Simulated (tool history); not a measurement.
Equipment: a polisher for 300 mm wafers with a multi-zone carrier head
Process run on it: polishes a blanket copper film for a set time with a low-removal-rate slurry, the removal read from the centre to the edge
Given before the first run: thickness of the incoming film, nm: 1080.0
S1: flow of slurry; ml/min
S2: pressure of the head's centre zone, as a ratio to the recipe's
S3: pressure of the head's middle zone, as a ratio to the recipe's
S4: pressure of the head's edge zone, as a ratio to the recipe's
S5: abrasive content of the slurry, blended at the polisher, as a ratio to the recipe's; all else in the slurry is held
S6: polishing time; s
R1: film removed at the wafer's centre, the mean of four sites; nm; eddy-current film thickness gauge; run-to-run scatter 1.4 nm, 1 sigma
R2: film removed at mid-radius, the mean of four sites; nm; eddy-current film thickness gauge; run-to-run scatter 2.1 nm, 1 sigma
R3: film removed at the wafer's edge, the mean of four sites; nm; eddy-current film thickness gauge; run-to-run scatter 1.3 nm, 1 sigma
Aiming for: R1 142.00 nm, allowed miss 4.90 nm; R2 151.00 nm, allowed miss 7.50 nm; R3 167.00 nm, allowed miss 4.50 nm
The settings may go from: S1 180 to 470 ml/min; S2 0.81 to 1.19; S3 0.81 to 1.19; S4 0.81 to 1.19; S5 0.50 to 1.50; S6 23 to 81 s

run,hour,S1,S2,S3,S4,S5,S6,R1,R2,R3
1,0.0,300,1.00,1.00,1.00,1.00,52,168.83,170.86,179.04
2,1.3,295,0.97,0.98,0.99,0.95,52,165.16,165.32,175.66
3,4.2,295,0.93,0.98,0.99,0.95,52,155.87,164.91,172.66
4,9.9,290,0.91,0.96,0.99,0.95,52,153.35,164.18,174.30
5,16.2,290,0.91,0.96,0.99,1.10,52,156.30,170.16,178.96
6,17.1,290,0.91,1.03,0.99,1.10,52,157.09,179.05,179.40
7,20.1,285,0.90,0.99,0.98,1.05,52,153.88,170.65,175.48
8,24.0,280,0.89,0.96,0.98,1.00,52,147.09,158.79,174.04
9,26.7,275,0.89,0.96,0.97,1.00,52,150.86,163.09,172.51

Exercise: of the 5 proposed moves below, exactly one satisfies all targets within the stated allowed misses. Which move is it?
A,29.4,270,0.94,1.00,0.89,0.95,56,?,?,?
B,29.4,180,0.89,0.84,1.15,0.70,56,?,?,?
C,29.4,285,0.89,1.01,0.91,0.95,51,?,?,?
D,29.4,235,0.82,1.12,1.09,0.90,52,?,?,?
E,29.4,300,0.88,0.91,0.98,1.20,48,?,?,?

move,R1,R2,R3
A,169.84,181.25,179.78
B,142.54,140.08,181.67
C,147.33,167.46,165.85
D,133.64,180.52,177.05
E,144.33,152.06,169.33
A: its largest miss is bigger than the last run's
B: the worst result of the last run now meets its target, but another is out of spec
C: its largest miss is bigger than the last run's
D: carries the result that was furthest off beyond its target, to the other side
E: every result within its allowed miss
E is the move that brings every result within its allowed miss.
